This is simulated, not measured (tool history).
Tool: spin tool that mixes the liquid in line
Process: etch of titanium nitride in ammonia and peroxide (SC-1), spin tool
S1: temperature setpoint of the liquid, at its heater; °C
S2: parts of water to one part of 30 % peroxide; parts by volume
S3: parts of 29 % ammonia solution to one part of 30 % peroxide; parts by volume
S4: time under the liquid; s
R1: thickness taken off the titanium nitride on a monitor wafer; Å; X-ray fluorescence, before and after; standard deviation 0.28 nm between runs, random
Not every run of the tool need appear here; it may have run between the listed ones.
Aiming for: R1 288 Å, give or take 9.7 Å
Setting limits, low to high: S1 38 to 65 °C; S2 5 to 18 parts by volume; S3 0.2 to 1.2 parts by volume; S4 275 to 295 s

| run | hour | S1 | S2 | S3 | S4 | R1 |
|---|---|---|---|---|---|---|
| 1 | 0 | 49 | 10 | 0.75 | 275 | 171.26 |
| 2 | 5.6 | 45.5 | 10 | 0.75 | 275 | 133.17 |
| 3 | 13.8 | 45.5 | 10 | 0.5 | 275 | 126.56 |
| 4 | 14.4 | 45.5 | 10 | 0.5 | 295 | 136.14 |
| 5 | 17.7 | 45.5 | 10 | 0.4 | 295 | 129.54 |
| 6 | 24 | 45.5 | 10 | 0.2 | 295 | 113.4 |
| 7 | 24.7 | 49.5 | 10 | 0.2 | 295 | 149.79 |
| 8 | 28.5 | 52.5 | 10 | 0.2 | 295 | 186.06 |
| 9 | 33.5 | 54.5 | 10 | 0.2 | 295 | 209.62 |
| 10 | 35.5 | 56 | 10 | 0.2 | 295 | 234.89 |
| 11 | 40.3 | 57 | 10 | 0.2 | 295 | 253.5 |
| 12 | 43.3 | 57.5 | 10 | 0.2 | 295 | 261.8 |

5 candidate next runs follow, results not yet known. Just one meets every target within its allowed miss. Identify it.
| A | 46.3 | 57.5 | 10 | 0.25 | 275 | ? |
| B | 46.3 | 62.5 | 11 | 0.2 | 275 | ? |
| C | 46.3 | 59 | 11.5 | 0.2 | 290 | ? |
| D | 46.3 | 60 | 11 | 0.25 | 295 | ? |
| E | 46.3 | 58.5 | 9.5 | 0.2 | 295 | ? |

| move | R1 |
|---|---|
| A | 254.43 |
| B | 321.68 |
| C | 263.52 |
| D | 305.9 |
| E | 287.44 |
A: further off than the last run
B: takes the result that was furthest off past its target
C: moves toward the targets from the last run without getting all of them in spec
D: takes the result that was furthest off past its target
E: meets every target
The move that meets every target is E.
